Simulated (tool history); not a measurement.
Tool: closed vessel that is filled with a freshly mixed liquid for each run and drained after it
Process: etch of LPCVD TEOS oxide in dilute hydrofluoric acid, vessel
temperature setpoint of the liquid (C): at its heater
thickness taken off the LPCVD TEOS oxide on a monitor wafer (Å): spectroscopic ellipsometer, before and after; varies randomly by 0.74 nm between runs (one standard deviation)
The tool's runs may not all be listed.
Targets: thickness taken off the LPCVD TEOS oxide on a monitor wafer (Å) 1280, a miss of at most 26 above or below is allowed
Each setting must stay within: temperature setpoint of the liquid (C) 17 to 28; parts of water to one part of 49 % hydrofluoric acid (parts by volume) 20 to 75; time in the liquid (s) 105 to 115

run	hour	temperature setpoint of the liquid (C)	parts of water to one part of 49 % hydrofluoric acid (parts by volume)	time in the liquid (s)	thickness taken off the LPCVD TEOS oxide on a monitor wafer (Å)
1	0	20	45	105	872.29
2	7.9	21.5	45	105	923.84
3	16.7	21.5	50	105	825.9
4	23.5	18	50	105	708.95
5	28.2	20	50	105	777.83
6	32.7	23	50	105	869.41
7	41.4	24	50	105	914.47
8	49.8	25	50	105	951.7
9	52	28	40	105	1376.6
10	53.9	27.5	40	105	1341
11	55.7	27	40	105	1318.8

Which single option among these 4 for the next run brings every result within its allowed miss of target? Just one does.
A	57.5	26.5	40	105	?
B	57.5	25.5	40	115	?
C	57.5	27.5	40	105	?
D	57.5	26.5	40	110	?

move	thickness taken off the LPCVD TEOS oxide on a monitor wafer (Å)
A	1293
B	1359.5
C	1346.6
D	1354.6
A: all results land within tolerance of their targets
B: lands further from the targets than the last run did
C: lands further from the targets than the last run did
D: lands further from the targets than the last run did
Answer: A
